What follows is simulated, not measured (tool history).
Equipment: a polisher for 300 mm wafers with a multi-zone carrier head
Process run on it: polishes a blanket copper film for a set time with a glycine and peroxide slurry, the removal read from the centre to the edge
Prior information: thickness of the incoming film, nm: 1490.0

run	hour	flow of slurry (ml/min)	pressure of the head's centre zone	pressure of the head's middle zone	pressure of the head's edge zone	polishing time (s)	film removed at the wafer's centre (Å)	film removed at mid-radius (Å)	film removed at the wafer's edge (Å)
1	0	210	1	1	1	60	3214.9	3200.4	3241.2
2	1	210	1	1	1.07	60	3191.1	3213.1	3285.8
3	4.8	210	0.97	1	1.07	60	3053.9	3213.8	3326.1
4	6.2	215	0.98	1	1.08	61	3235.3	3275.2	3412.5
5	12.7	270	0.98	1	1.08	61	3279.9	3410.9	3504.2
6	16.1	270	0.98	1	1.13	61	3372.7	3418	3656.9
7	22.8	275	0.99	1.01	1.14	61	3383.5	3412.4	3665.2

Expected results for the next run?
8	29.9	280	1	1.02	1.14	61	?	?	?

film removed at the wafer's centre (Å): 3435.9
film removed at mid-radius (Å): 3459.6
film removed at the wafer's edge (Å): 3576.8
